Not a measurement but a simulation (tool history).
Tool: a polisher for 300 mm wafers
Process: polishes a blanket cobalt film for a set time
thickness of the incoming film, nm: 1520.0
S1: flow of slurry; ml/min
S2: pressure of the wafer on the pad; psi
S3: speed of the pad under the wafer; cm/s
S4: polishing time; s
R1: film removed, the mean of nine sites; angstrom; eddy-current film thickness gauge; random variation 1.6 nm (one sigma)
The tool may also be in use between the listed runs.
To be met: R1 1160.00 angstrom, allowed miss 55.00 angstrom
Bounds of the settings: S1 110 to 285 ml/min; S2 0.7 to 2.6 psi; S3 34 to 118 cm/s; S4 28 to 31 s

run	hour	S1	S2	S3	S4	R1
1	0.0	180	1.6	76	31	769.05
2	7.9	180	1.6	76	28	703.16
3	14.9	180	1.6	66	28	606.90
4	19.5	180	1.6	50	28	454.96
5	26.5	180	1.9	54	28	595.64
6	31.7	180	1.9	64	28	708.28
7	38.2	180	2.1	64	28	747.61
8	46.9	180	2.2	68	28	869.13
9	55.8	180	2.3	70	28	924.76

Which of these 5 next moves meets every target?
A	64.7	185	2.5	86	30	?
B	64.7	170	2.5	84	31	?
C	64.7	180	2.6	70	31	?
D	64.7	165	2.6	94	28	?
E	64.7	180	2.6	76	31	?

move	R1
A	1291.10
B	1288.70
C	1131.20
D	1343.80
E	1225.00
A: takes the result that was furthest off past its target
B: takes the result that was furthest off past its target
C: meets every target
D: takes the result that was furthest off past its target
E: takes the result that was furthest off past its target
The right move is C.
